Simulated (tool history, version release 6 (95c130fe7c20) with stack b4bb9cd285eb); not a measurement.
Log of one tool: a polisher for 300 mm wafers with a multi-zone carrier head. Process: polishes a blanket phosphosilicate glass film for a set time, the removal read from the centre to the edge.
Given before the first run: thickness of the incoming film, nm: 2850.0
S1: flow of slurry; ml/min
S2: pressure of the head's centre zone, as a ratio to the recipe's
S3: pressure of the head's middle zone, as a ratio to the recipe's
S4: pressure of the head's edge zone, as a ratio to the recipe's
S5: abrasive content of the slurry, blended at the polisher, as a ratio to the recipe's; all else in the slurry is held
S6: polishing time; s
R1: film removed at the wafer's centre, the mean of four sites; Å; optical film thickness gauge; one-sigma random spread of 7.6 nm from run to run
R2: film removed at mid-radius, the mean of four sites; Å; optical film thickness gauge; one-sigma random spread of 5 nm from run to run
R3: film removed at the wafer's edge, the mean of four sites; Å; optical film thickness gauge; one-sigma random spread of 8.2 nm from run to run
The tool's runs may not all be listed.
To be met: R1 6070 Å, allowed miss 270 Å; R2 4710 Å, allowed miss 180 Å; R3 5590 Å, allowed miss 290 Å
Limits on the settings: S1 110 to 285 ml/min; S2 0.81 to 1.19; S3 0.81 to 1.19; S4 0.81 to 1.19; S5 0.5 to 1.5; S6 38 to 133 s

Run 1, hour 0: S1 180 ml/min, S2 1, S3 1, S4 1, S5 1, S6 85 s. Result: R1 9639.5 Å, R2 9382.6 Å, R3 9432.6 Å.
Run 2, hour 6.3: S1 180 ml/min, S2 1, S3 1, S4 1, S5 1.2, S6 85 s. Result: R1 10354 Å, R2 10251 Å, R3 10358 Å.
Run 3, hour 10.7: S1 170 ml/min, S2 1.01, S3 0.94, S4 1, S5 1, S6 78 s. Result: R1 8735.7 Å, R2 7973.8 Å, R3 8494.2 Å.
Run 4, hour 13.2: S1 160 ml/min, S2 1.01, S3 0.9, S4 1, S5 0.85, S6 74 s. Result: R1 7389 Å, R2 6628.3 Å, R3 7233.7 Å.
Run 5, hour 16.2: S1 125 ml/min, S2 1.01, S3 0.9, S4 1, S5 0.85, S6 74 s. Result: R1 7039.2 Å, R2 6395.7 Å, R3 7264.2 Å.
Run 6, hour 18.5: S1 110 ml/min, S2 1.01, S3 0.9, S4 1, S5 0.85, S6 74 s. Result: R1 6988.9 Å, R2 6210 Å, R3 6979.4 Å.
Run 7, hour 21.5: S1 110 ml/min, S2 1.08, S3 0.81, S4 0.97, S5 0.6, S6 69 s. Result: R1 5244.7 Å, R2 4131 Å, R3 5030.2 Å.
Run 8, hour 22.5: S1 110 ml/min, S2 1.08, S3 0.81, S4 0.97, S5 0.6, S6 69 s. Result: R1 5215.9 Å, R2 4027.8 Å, R3 4857.8 Å.
Run 9, hour 23.9: S1 110 ml/min, S2 1.08, S3 0.81, S4 0.97, S5 0.6, S6 69 s. Result: R1 5324.6 Å, R2 4026.2 Å, R3 4780.7 Å.
Run 10, hour 29.2: S1 130 ml/min, S2 1.08, S3 0.82, S4 1, S5 0.6, S6 69 s. Result: R1 5427.9 Å, R2 4191.7 Å, R3 5097.5 Å.
Run 11, hour 31.3: S1 145 ml/min, S2 1.08, S3 0.83, S4 1.01, S5 0.6, S6 69 s. Result: R1 5655.3 Å, R2 4345.5 Å, R3 5222.2 Å.
Run 12, hour 38: S1 155 ml/min, S2 1.08, S3 0.84, S4 1.02, S5 0.6, S6 69 s. Result: R1 5556.1 Å, R2 4333 Å, R3 5241.3 Å.
Run 13, hour 47: S1 165 ml/min, S2 1.09, S3 0.85, S4 1.03, S5 0.6, S6 69 s. Result: R1 5751.9 Å, R2 4444 Å, R3 5232.7 Å.
Run 14, hour 53.2: S1 175 ml/min, S2 1.09, S3 0.85, S4 1.04, S5 0.6, S6 69 s. Result: R1 5708.8 Å, R2 4576.5 Å, R3 5198.1 Å.

Consider the 4 candidate settings below. Which is the only one whose results all fall within their allowed miss of target?
Run A, hour 59.4: S1 190 ml/min, S2 1.12, S3 0.89, S4 1.05, S5 0.65, S6 57 s. Result: R1 ?, R2 ?, R3 ?.
Run B, hour 59.4: S1 155 ml/min, S2 1.01, S3 0.83, S4 1.13, S5 0.6, S6 73 s. Result: R1 ?, R2 ?, R3 ?.
Run C, hour 59.4: S1 170 ml/min, S2 1.09, S3 0.83, S4 1.02, S5 0.65, S6 69 s. Result: R1 ?, R2 ?, R3 ?.
Run D, hour 59.4: S1 150 ml/min, S2 1.08, S3 0.81, S4 1.04, S5 0.6, S6 83 s. Result: R1 ?, R2 ?, R3 ?.

move      R1      R2      R3
   A  5258.2  4150.8  4756.4
   B  5467.3  4542.7  5767.6
   C    6085  4672.9  5617.2
   D  6611.5  5036.5  6268.6
A: lands further from the targets than the last run did
B: gets the furthest-off result to its target, but another result is out of tolerance
C: every result lands within tolerance
D: carries the result that was furthest off beyond its target, to the other side
The move that meets every target is C.

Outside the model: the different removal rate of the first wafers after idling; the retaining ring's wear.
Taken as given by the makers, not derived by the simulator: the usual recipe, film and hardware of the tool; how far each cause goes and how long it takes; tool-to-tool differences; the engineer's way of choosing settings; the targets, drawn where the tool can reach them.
